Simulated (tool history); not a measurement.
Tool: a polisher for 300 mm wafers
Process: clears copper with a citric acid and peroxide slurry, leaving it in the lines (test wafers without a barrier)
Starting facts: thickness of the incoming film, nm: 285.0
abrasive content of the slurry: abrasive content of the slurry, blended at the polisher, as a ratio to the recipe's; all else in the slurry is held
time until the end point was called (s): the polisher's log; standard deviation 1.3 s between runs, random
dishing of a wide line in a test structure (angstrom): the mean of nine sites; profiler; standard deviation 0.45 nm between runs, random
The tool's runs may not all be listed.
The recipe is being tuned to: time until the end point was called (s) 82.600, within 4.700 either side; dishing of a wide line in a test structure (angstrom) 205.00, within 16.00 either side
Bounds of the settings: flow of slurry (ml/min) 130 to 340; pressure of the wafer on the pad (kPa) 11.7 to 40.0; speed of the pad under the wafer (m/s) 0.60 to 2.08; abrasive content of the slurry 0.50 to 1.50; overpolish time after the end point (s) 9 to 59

run  hour  flow of slurry (ml/min)  pressure of the wafer on the pad (kPa)  speed of the pad under the wafer (m/s)  abrasive content of the slurry  overpolish time after the end point (s)  time until the end point was called (s)  dishing of a wide line in a test structure (angstrom)
  1   0.0                      220                                    25.5                                    1.34                            1.00                                       30                                   67.896                                                 596.50
  2   2.4                      220                                    22.8                                    1.40                            1.00                                       26                                   70.164                                                 500.83
  3  10.8                      210                                    20.7                                    1.46                            0.95                                       23                                   75.899                                                 447.43
  4  15.9                      210                                    15.9                                    1.46                            0.95                                       23                                   91.777                                                 379.52
  5  18.0                      210                                    11.7                                    1.46                            0.95                                       23                                  113.900                                                 324.68
  6  22.4                      210                                    11.7                                    1.60                            0.95                                       23                                  104.060                                                 331.58
  7  30.9                      200                                    11.7                                    1.68                            0.85                                       20                                  101.170                                                 308.27
  8  33.0                      190                                    11.7                                    1.76                            0.80                                       18                                   98.631                                                 284.42
  9  37.0                      180                                    11.7                                    1.82                            0.75                                       16                                   99.028                                                 265.48
 10  45.1                      180                                    11.7                                    1.82                            0.75                                       16                                   97.782                                                 270.15
 11  47.7                      170                                    12.4                                    1.88                            0.70                                       15                                   92.913                                                 268.77
 12  54.4                      130                                    12.4                                    2.08                            0.50                                        9                                   91.291                                                 173.53
 13  56.9                      135                                    12.4                                    2.08                            0.50                                        9                                   90.194                                                 173.87
 14  62.8                      140                                    12.4                                    2.08                            0.50                                        9                                   90.616                                                 171.35
 15  67.6                      140                                    13.1                                    2.08                            0.50                                        9                                   85.661                                                 183.16
 16  68.5                      145                                    13.1                                    2.08                            0.50                                        9                                   83.981                                                 170.96

Exactly one of the 4 candidate moves below puts every result within its allowed miss. Which one?
  A  69.4                      170                                    13.8                                    1.96                            0.55                                       12                                        ?                                                      ?
  B  69.4                      135                                    13.1                                    2.08                            0.55                                       13                                        ?                                                      ?
  C  69.4                      200                                    13.8                                    1.98                            0.50                                       10                                        ?                                                      ?
  D  69.4                      135                                    13.1                                    2.08                            0.50                                        9                                        ?                                                      ?

move  time until the end point was called (s)  dishing of a wide line in a test structure (angstrom)
   A                                   82.464                                                 234.04
   B                                   84.645                                                 244.71
   C                                   80.246                                                 204.38
   D                                   85.401                                                 175.77
A: moves the result that the last run missed by most past its target, out the other side
B: moves the result that the last run missed by most past its target, out the other side
C: hits every target within its allowed miss
D: nearer the targets than the last run, but a result is still out of spec
Correct choice: C, which meets every target
